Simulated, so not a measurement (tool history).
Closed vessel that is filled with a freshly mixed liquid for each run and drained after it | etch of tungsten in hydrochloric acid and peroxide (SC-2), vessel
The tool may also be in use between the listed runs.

run	hour	temperature setpoint of the liquid (°C)	parts of water to one part each of 37 % hydrochloric acid and 30 % peroxide (parts by volume)	time in the liquid (s)	thickness taken off the tungsten on a monitor wafer (Å)
1	0.0	52.0	12.0	30	51.519
2	8.4	53.0	12.0	30	55.061
3	14.1	50.0	12.0	30	45.018
4	16.5	50.0	15.0	30	37.277
5	18.9	50.0	15.0	30	37.165
6	24.1	52.5	15.0	30	43.691
7	26.0	54.5	15.0	30	50.334

The next listed run, before its measurement:
8	34.5	60.0	15.0	30	?

Run 8 gave thickness taken off the tungsten on a monitor wafer (Å) 70.753.
